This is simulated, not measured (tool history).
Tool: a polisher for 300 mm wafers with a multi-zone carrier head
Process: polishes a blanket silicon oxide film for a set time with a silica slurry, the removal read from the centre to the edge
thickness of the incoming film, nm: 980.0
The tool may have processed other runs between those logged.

| run | hour | flow of slurry (ml/min) | pressure of the head's centre zone | pressure of the head's middle zone | pressure of the head's edge zone | abrasive content of the slurry | polishing time (s) | film removed at the wafer's centre (angstrom) | film removed at mid-radius (angstrom) | film removed at the wafer's edge (angstrom) |
|---|---|---|---|---|---|---|---|---|---|---|
| 1 | 0 | 260 | 1 | 1 | 1 | 1 | 30 | 1375.7 | 1358.8 | 1391.9 |
| 2 | 8.3 | 265 | 1 | 0.99 | 1.04 | 1.1 | 30 | 1486.7 | 1384.2 | 1481.3 |
| 3 | 15.7 | 265 | 0.98 | 0.99 | 1.07 | 1.15 | 30 | 1481.1 | 1406.8 | 1495.2 |
| 4 | 20.1 | 265 | 0.98 | 0.91 | 1.07 | 1.15 | 30 | 1433.4 | 1315.6 | 1487.9 |
| 5 | 28.8 | 265 | 0.98 | 0.91 | 1.07 | 1.15 | 34 | 1583.2 | 1484.5 | 1660.6 |
| 6 | 34.7 | 265 | 0.98 | 0.91 | 1.12 | 1.15 | 34 | 1655.7 | 1479.7 | 1719.4 |
| 7 | 43.3 | 310 | 0.9 | 0.95 | 1.19 | 1.2 | 34 | 1544.6 | 1575 | 1850.9 |

For run 8, what comes out?
| 8 | 44.7 | 310 | 0.9 | 0.95 | 1.19 | 1.2 | 34 | ? | ? | ? |

Run 8 yielded film removed at the wafer's centre (angstrom) 1557.2, film removed at mid-radius (angstrom) 1578.2, film removed at the wafer's edge (angstrom) 1814.5.

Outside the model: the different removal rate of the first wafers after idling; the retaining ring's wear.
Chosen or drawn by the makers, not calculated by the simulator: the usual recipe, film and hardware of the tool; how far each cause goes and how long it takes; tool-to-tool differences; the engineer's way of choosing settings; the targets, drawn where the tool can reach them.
